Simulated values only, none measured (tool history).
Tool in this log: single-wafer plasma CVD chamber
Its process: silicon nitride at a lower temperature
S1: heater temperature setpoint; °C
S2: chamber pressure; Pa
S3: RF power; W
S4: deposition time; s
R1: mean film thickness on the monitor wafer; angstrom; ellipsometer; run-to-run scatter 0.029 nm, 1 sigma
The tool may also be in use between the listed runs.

run	hour	S1	S2	S3	S4	R1
1	0	360	157	365	10.4	135.59
2	1.8	360	148	365	10.4	134.28
3	4.2	360	148	365	9.9	127.61
4	10.5	360	137	345	9.9	120.7
5	16.6	360	129	335	9.9	117.25
6	18	360	129	335	10.4	122.66
7	22.7	360	124	320	10.3	116.58
8	26.9	360	119	310	10.3	113.36

Forecast run 9:
9	29	360	103	290	10.2	?

For run 9 the tool returned R1 103.2 angstrom.

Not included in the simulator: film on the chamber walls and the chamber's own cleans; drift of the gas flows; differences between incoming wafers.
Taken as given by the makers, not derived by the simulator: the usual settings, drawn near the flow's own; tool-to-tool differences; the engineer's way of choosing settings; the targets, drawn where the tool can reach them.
